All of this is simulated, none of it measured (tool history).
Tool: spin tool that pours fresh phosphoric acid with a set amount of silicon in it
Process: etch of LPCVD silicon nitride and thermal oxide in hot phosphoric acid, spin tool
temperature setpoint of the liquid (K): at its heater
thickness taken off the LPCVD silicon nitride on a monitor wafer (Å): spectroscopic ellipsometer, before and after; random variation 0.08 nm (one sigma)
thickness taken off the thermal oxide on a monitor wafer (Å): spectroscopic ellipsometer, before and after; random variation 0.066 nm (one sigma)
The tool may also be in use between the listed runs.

run,day,temperature setpoint of the liquid (K),silicon dissolved in the acid as it is poured (mg a litre),time under the liquid (s),thickness taken off the LPCVD silicon nitride on a monitor wafer (Å),thickness taken off the thermal oxide on a monitor wafer (Å)
1,0,433.15,16.5,180,151.05,3.8055
2,0.054,433.15,16.5,210,176.66,5.0734
3,0.208,433.15,16.5,155,130.58,3.9831
4,0.529,433.15,16.5,195,164.11,4.1963
5,0.725,431.65,16.5,195,155.41,3.9903
6,0.912,431.65,22.5,195,156.77,3.4122
7,1.062,433.15,19.5,200,168.78,3.8998
8,1.1,434.15,16.5,205,178.48,4.9304
9,1.225,434.15,16.5,205,178.73,4.8493
10,1.262,435.15,14.5,210,189.38,5.8361

Run 11 comes next. What will it give?
11,1.362,435.65,13.5,210,?,?

Run 11 gave thickness taken off the LPCVD silicon nitride on a monitor wafer (Å) 192.74, thickness taken off the thermal oxide on a monitor wafer (Å) 5.3152.
